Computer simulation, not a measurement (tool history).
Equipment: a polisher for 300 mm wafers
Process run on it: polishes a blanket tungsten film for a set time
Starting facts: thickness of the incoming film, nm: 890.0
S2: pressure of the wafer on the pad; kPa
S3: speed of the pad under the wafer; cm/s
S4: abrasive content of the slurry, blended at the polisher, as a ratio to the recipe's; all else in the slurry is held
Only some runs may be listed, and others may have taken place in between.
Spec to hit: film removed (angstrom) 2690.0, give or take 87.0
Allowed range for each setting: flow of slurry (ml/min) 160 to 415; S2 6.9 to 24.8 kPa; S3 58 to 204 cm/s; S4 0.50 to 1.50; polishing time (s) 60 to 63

run 1 hour=0.0 | flow_of_slurry_(ml/min)=265 S2=15.9 S3=130 S4=1.00 polishing_time_(s)=60 | film_removed_(angstrom)=1950.4
run 2 hour=3.9 | flow_of_slurry_(ml/min)=265 S2=16.5 S3=130 S4=1.00 polishing_time_(s)=60 | film_removed_(angstrom)=2028.7
run 3 hour=6.4 | flow_of_slurry_(ml/min)=265 S2=17.2 S3=130 S4=1.00 polishing_time_(s)=60 | film_removed_(angstrom)=2105.0
run 4 hour=9.4 | flow_of_slurry_(ml/min)=265 S2=17.2 S3=130 S4=1.00 polishing_time_(s)=60 | film_removed_(angstrom)=2100.4
run 5 hour=12.3 | flow_of_slurry_(ml/min)=265 S2=17.2 S3=130 S4=1.15 polishing_time_(s)=60 | film_removed_(angstrom)=2191.1
run 6 hour=16.1 | flow_of_slurry_(ml/min)=265 S2=17.9 S3=130 S4=1.15 polishing_time_(s)=60 | film_removed_(angstrom)=2271.5
run 7 hour=21.0 | flow_of_slurry_(ml/min)=265 S2=18.6 S3=130 S4=1.15 polishing_time_(s)=60 | film_removed_(angstrom)=2339.5
run 8 hour=23.5 | flow_of_slurry_(ml/min)=265 S2=19.3 S3=130 S4=1.15 polishing_time_(s)=60 | film_removed_(angstrom)=2414.9
run 9 hour=31.2 | flow_of_slurry_(ml/min)=270 S2=20.7 S3=130 S4=1.15 polishing_time_(s)=60 | film_removed_(angstrom)=2563.8

4 next moves are on the table. One of them brings every result within its allowed miss. Which?
run A hour=38.9 | flow_of_slurry_(ml/min)=330 S2=22.8 S3=88 S4=1.50 polishing_time_(s)=60 | film_removed_(angstrom)=?
run B hour=38.9 | flow_of_slurry_(ml/min)=270 S2=22.8 S3=140 S4=0.70 polishing_time_(s)=61 | film_removed_(angstrom)=?
run C hour=38.9 | flow_of_slurry_(ml/min)=290 S2=22.8 S3=124 S4=1.15 polishing_time_(s)=60 | film_removed_(angstrom)=?
run D hour=38.9 | flow_of_slurry_(ml/min)=250 S2=20.7 S3=130 S4=1.10 polishing_time_(s)=60 | film_removed_(angstrom)=?

move=A film_removed_(angstrom)=2430.0
move=B film_removed_(angstrom)=2473.1
move=C film_removed_(angstrom)=2673.8
move=D film_removed_(angstrom)=2463.8
A: misses by more than the last run did
B: misses by more than the last run did
C: all results land within tolerance of their targets
D: misses by more than the last run did
The move that meets every target is C.
